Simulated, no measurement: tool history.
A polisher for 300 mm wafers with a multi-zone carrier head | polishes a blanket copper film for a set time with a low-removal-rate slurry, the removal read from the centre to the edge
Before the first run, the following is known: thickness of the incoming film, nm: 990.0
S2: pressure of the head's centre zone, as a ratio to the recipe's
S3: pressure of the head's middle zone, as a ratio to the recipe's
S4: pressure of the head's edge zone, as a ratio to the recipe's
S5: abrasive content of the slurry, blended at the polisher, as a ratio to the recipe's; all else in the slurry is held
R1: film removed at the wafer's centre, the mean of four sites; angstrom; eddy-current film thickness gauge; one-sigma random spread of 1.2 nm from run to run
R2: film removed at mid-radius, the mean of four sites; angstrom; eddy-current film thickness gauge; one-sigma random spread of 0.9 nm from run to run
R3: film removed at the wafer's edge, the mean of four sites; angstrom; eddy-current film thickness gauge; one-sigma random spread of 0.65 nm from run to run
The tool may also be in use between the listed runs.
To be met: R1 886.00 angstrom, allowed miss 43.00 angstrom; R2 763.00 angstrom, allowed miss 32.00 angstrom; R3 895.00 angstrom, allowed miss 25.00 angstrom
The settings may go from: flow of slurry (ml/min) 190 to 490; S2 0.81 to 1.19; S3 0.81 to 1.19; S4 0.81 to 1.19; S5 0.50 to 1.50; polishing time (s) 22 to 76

Run 1, day 0.000: flow of slurry (ml/min) 315, S2 1.00, S3 1.00, S4 1.00, S5 1.00, polishing time (s) 49. Result: R1 1271.10 angstrom, R2 1289.30 angstrom, R3 1244.40 angstrom.
Run 2, day 0.104: flow of slurry (ml/min) 315, S2 1.00, S3 1.00, S4 1.00, S5 0.80, polishing time (s) 49. Result: R1 1216.80 angstrom, R2 1235.80 angstrom, R3 1202.80 angstrom.
Run 3, day 0.333: flow of slurry (ml/min) 310, S2 1.00, S3 0.95, S4 1.00, S5 0.75, polishing time (s) 46. Result: R1 1108.50 angstrom, R2 1100.90 angstrom, R3 1098.70 angstrom.
Run 4, day 0.600: flow of slurry (ml/min) 310, S2 1.00, S3 0.88, S4 1.00, S5 0.75, polishing time (s) 46. Result: R1 1101.20 angstrom, R2 1022.10 angstrom, R3 1097.30 angstrom.
Run 5, day 0.788: flow of slurry (ml/min) 245, S2 1.00, S3 0.88, S4 1.00, S5 0.75, polishing time (s) 46. Result: R1 1117.00 angstrom, R2 995.80 angstrom, R3 1102.60 angstrom.
Run 6, day 1.050: flow of slurry (ml/min) 240, S2 0.99, S3 0.86, S4 1.00, S5 0.70, polishing time (s) 44. Result: R1 1052.50 angstrom, R2 897.87 angstrom, R3 1009.00 angstrom.
Run 7, day 1.388: flow of slurry (ml/min) 235, S2 0.96, S3 0.85, S4 1.00, S5 0.65, polishing time (s) 44. Result: R1 976.29 angstrom, R2 892.33 angstrom, R3 1004.10 angstrom.
Run 8, day 1.604: flow of slurry (ml/min) 230, S2 0.96, S3 0.84, S4 1.00, S5 0.60, polishing time (s) 43. Result: R1 938.10 angstrom, R2 864.44 angstrom, R3 975.25 angstrom.
Run 9, day 1.921: flow of slurry (ml/min) 225, S2 0.97, S3 0.83, S4 1.00, S5 0.60, polishing time (s) 42. Result: R1 890.41 angstrom, R2 823.59 angstrom, R3 945.25 angstrom.
Run 10, day 2.012: flow of slurry (ml/min) 215, S2 1.05, S3 0.81, S4 0.99, S5 0.50, polishing time (s) 41. Result: R1 944.44 angstrom, R2 754.89 angstrom, R3 889.86 angstrom.
Run 11, day 2.146: flow of slurry (ml/min) 215, S2 1.04, S3 0.81, S4 0.99, S5 0.50, polishing time (s) 41. Result: R1 923.20 angstrom, R2 751.41 angstrom, R3 892.42 angstrom.

Consider the 5 candidate settings below. Which is the only one whose results all fall within their allowed miss of target?
Run A, day 2.279: flow of slurry (ml/min) 195, S2 1.08, S3 0.81, S4 1.02, S5 0.55, polishing time (s) 41. Result: R1 ?, R2 ?, R3 ?.
Run B, day 2.279: flow of slurry (ml/min) 190, S2 1.07, S3 0.81, S4 0.91, S5 0.50, polishing time (s) 43. Result: R1 ?, R2 ?, R3 ?.
Run C, day 2.279: flow of slurry (ml/min) 190, S2 1.06, S3 0.81, S4 0.96, S5 0.65, polishing time (s) 40. Result: R1 ?, R2 ?, R3 ?.
Run D, day 2.279: flow of slurry (ml/min) 190, S2 1.08, S3 0.81, S4 1.08, S5 0.50, polishing time (s) 42. Result: R1 ?, R2 ?, R3 ?.
Run E, day 2.279: flow of slurry (ml/min) 235, S2 0.96, S3 0.81, S4 0.96, S5 0.55, polishing time (s) 41. Result: R1 ?, R2 ?, R3 ?.

move       R1      R2      R3
   A   996.74  748.82  916.37
   B  1014.90  770.00  893.02
   C   982.12  752.22  894.48
   D  1000.60  751.87  947.15
   E   901.94  762.03  901.29
A: moves away from the targets compared with the last run
B: moves away from the targets compared with the last run
C: moves away from the targets compared with the last run
D: moves away from the targets compared with the last run
E: every result lands within tolerance
The right move is E.
